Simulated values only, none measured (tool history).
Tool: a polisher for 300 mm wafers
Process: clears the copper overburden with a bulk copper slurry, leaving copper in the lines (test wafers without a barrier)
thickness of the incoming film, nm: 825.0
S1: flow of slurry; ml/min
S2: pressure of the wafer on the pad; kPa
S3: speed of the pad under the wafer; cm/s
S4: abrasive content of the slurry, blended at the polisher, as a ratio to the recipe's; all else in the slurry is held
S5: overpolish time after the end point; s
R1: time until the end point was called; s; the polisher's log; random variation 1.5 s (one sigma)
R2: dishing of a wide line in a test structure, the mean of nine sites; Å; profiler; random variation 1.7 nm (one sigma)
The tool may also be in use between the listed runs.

Run 1, hour 0.0: S1 210 ml/min, S2 18.6 kPa, S3 90 cm/s, S4 1.0, S5 19 s. Result: R1 98.756 s, R2 1095.50 Å.
Run 2, hour 3.2: S1 205 ml/min, S2 15.9 kPa, S3 88 cm/s, S4 1.0, S5 21 s. Result: R1 117.480 s, R2 999.99 Å.
Run 3, hour 11.0: S1 200 ml/min, S2 13.8 kPa, S3 88 cm/s, S4 1.0, S5 23 s. Result: R1 136.880 s, R2 905.42 Å.
Run 4, hour 13.0: S1 200 ml/min, S2 13.8 kPa, S3 88 cm/s, S4 1.0, S5 17 s. Result: R1 135.240 s, R2 778.14 Å.
Run 5, hour 14.8: S1 200 ml/min, S2 13.8 kPa, S3 88 cm/s, S4 0.8, S5 17 s. Result: R1 146.210 s, R2 709.62 Å.
Run 6, hour 22.5: S1 200 ml/min, S2 10.3 kPa, S3 88 cm/s, S4 0.8, S5 17 s. Result: R1 191.750 s, R2 584.91 Å.

Forecast run 7:
At hour 24.1: head pressure recalibrated.
Run 7, hour 24.1: S1 200 ml/min, S2 10.3 kPa, S3 88 cm/s, S4 0.8, S5 20 s. Result: R1 ?, R2 ?.

Run 7 gave R1 212.800 s, R2 587.72 Å.

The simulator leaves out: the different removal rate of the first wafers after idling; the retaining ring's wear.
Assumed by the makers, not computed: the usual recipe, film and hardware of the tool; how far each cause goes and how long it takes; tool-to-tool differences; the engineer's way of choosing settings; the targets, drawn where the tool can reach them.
